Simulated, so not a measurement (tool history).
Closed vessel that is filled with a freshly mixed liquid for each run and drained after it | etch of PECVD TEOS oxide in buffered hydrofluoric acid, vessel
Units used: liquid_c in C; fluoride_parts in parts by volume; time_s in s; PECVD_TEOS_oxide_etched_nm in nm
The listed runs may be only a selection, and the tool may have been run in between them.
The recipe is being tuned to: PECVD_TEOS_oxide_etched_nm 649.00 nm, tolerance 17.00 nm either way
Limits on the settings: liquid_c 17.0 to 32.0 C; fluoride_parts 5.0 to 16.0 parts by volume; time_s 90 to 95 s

run 1 hour=0.0 | liquid_c=25.0 fluoride_parts=9.5 time_s=90 | PECVD_TEOS_oxide_etched_nm=273.79
run 2 hour=9.0 | liquid_c=25.0 fluoride_parts=9.5 time_s=95 | PECVD_TEOS_oxide_etched_nm=294.17
run 3 hour=14.3 | liquid_c=27.0 fluoride_parts=8.0 time_s=95 | PECVD_TEOS_oxide_etched_nm=381.24
run 4 hour=15.6 | liquid_c=28.5 fluoride_parts=7.0 time_s=95 | PECVD_TEOS_oxide_etched_nm=478.30
run 5 hour=24.5 | liquid_c=26.0 fluoride_parts=7.0 time_s=95 | PECVD_TEOS_oxide_etched_nm=423.33
run 6 hour=26.6 | liquid_c=26.0 fluoride_parts=9.0 time_s=95 | PECVD_TEOS_oxide_etched_nm=318.76
run 7 hour=33.4 | liquid_c=27.5 fluoride_parts=8.0 time_s=95 | PECVD_TEOS_oxide_etched_nm=389.60
run 8 hour=41.1 | liquid_c=29.0 fluoride_parts=7.0 time_s=95 | PECVD_TEOS_oxide_etched_nm=488.07
run 9 hour=42.0 | liquid_c=30.0 fluoride_parts=6.5 time_s=95 | PECVD_TEOS_oxide_etched_nm=555.70
run 10 hour=45.1 | liquid_c=30.5 fluoride_parts=6.5 time_s=95 | PECVD_TEOS_oxide_etched_nm=564.33
run 11 hour=46.1 | liquid_c=32.0 fluoride_parts=5.5 time_s=95 | PECVD_TEOS_oxide_etched_nm=695.23
run 12 hour=51.2 | liquid_c=32.0 fluoride_parts=5.5 time_s=95 | PECVD_TEOS_oxide_etched_nm=710.95
run 13 hour=58.0 | liquid_c=31.5 fluoride_parts=5.5 time_s=95 | PECVD_TEOS_oxide_etched_nm=692.91

Which single option among these 4 for the next run brings every result within its allowed miss of target? Just one does.
run A hour=64.8 | liquid_c=29.0 fluoride_parts=5.0 time_s=95 | PECVD_TEOS_oxide_etched_nm=?
run B hour=64.8 | liquid_c=31.0 fluoride_parts=5.0 time_s=90 | PECVD_TEOS_oxide_etched_nm=?
run C hour=64.8 | liquid_c=31.5 fluoride_parts=6.0 time_s=90 | PECVD_TEOS_oxide_etched_nm=?
run D hour=64.8 | liquid_c=32.0 fluoride_parts=5.5 time_s=95 | PECVD_TEOS_oxide_etched_nm=?

move=A PECVD_TEOS_oxide_etched_nm=657.39
move=B PECVD_TEOS_oxide_etched_nm=691.40
move=C PECVD_TEOS_oxide_etched_nm=608.40
move=D PECVD_TEOS_oxide_etched_nm=709.29
A: meets every target
B: as far off as the last run
C: takes the result that was furthest off past its target
D: lands further from the targets than the last run did
Move A is the one to make.

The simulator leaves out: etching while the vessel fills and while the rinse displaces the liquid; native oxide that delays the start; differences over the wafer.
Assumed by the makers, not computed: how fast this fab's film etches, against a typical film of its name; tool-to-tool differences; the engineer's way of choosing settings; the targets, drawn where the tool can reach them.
